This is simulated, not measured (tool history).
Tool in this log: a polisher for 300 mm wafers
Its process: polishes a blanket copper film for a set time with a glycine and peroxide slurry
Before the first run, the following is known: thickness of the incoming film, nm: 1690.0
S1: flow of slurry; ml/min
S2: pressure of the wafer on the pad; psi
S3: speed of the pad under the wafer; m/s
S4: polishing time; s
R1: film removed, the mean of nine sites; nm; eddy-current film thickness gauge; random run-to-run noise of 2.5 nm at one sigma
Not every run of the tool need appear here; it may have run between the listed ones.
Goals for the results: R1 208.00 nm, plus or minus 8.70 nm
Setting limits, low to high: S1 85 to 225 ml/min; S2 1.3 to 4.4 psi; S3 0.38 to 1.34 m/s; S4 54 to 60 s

Run 1, hour 0.0: S1 145 ml/min, S2 2.8 psi, S3 0.86 m/s, S4 60 s. Result: R1 270.56 nm.
Run 2, hour 4.2: S1 145 ml/min, S2 3.2 psi, S3 0.86 m/s, S4 60 s. Result: R1 295.07 nm.
Run 3, hour 8.6: S1 145 ml/min, S2 3.2 psi, S3 1.04 m/s, S4 60 s. Result: R1 339.10 nm.
Run 4, hour 13.4: S1 145 ml/min, S2 2.6 psi, S3 1.04 m/s, S4 60 s. Result: R1 291.26 nm.
Run 5, hour 18.5: S1 145 ml/min, S2 2.6 psi, S3 1.04 m/s, S4 60 s. Result: R1 295.86 nm.
Run 6, hour 24.8: S1 145 ml/min, S2 2.6 psi, S3 1.04 m/s, S4 60 s. Result: R1 290.82 nm.
Run 7, hour 27.3: S1 145 ml/min, S2 2.6 psi, S3 1.04 m/s, S4 60 s. Result: R1 294.80 nm.
Run 8, hour 33.9: S1 145 ml/min, S2 2.4 psi, S3 1.04 m/s, S4 60 s. Result: R1 273.70 nm.
Run 9, hour 41.4: S1 145 ml/min, S2 2.3 psi, S3 1.04 m/s, S4 60 s. Result: R1 264.77 nm.
Run 10, hour 49.0: S1 145 ml/min, S2 2.2 psi, S3 1.04 m/s, S4 60 s. Result: R1 260.43 nm.
Run 11, hour 50.6: S1 145 ml/min, S2 2.1 psi, S3 1.04 m/s, S4 60 s. Result: R1 257.83 nm.
Run 12, hour 54.3: S1 145 ml/min, S2 2.0 psi, S3 1.04 m/s, S4 60 s. Result: R1 250.14 nm.

5 next moves are on the table. One of them brings every result within its allowed miss. Which?
Run A, hour 58.0: S1 200 ml/min, S2 1.3 psi, S3 1.32 m/s, S4 57 s. Result: R1 ?.
Run B, hour 58.0: S1 100 ml/min, S2 1.5 psi, S3 1.24 m/s, S4 60 s. Result: R1 ?.
Run C, hour 58.0: S1 190 ml/min, S2 1.9 psi, S3 0.96 m/s, S4 60 s. Result: R1 ?.
Run D, hour 58.0: S1 130 ml/min, S2 1.5 psi, S3 1.16 m/s, S4 56 s. Result: R1 ?.
Run E, hour 58.0: S1 175 ml/min, S2 2.3 psi, S3 0.86 m/s, S4 59 s. Result: R1 ?.

move      R1
   A  226.98
   B  228.37
   C  232.73
   D  209.04
   E  234.99
A: gains on the last run, yet a result remains outside its allowed miss
B: gains on the last run, yet a result remains outside its allowed miss
C: gains on the last run, yet a result remains outside its allowed miss
D: in spec on every target
E: gains on the last run, yet a result remains outside its allowed miss
Move D is the one to make.
